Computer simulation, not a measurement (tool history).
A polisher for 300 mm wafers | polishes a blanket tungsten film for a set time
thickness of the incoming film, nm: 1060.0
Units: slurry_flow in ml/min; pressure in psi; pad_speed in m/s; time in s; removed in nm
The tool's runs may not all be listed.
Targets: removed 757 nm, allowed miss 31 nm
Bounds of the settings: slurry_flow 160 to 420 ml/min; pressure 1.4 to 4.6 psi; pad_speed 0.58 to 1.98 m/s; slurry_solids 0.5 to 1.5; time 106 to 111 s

run	hour	slurry_flow	pressure	pad_speed	slurry_solids	time	removed
1	0	270	3	1.28	1	106	525.79
2	7.1	315	3	1.28	1	106	522.83
3	8.5	315	3.4	1.3	1	106	604.74
4	17	315	3	1.3	1	106	532.32
# hour 21.2: head pressure recalibrated
5	21.2	315	3.5	1.3	1	106	639.87
6	26.3	315	3.5	1.3	1	106	653.38
7	32.7	315	3.6	1.3	1	106	672.32
8	39.4	315	3.7	1.3	1	106	682.13

Which of these 4 next moves meets every target?
A	46.1	325	3.7	1.1	1	106	?
B	46.1	420	4.2	0.92	1.1	106	?
C	46.1	360	3.7	1.34	0.95	111	?
D	46.1	380	3.6	1.04	1.25	109	?

move	removed
A	586.25
B	579.61
C	742.83
D	586.55
A: further off than the last run
B: further off than the last run
C: meets every target
D: further off than the last run
The right move is C.
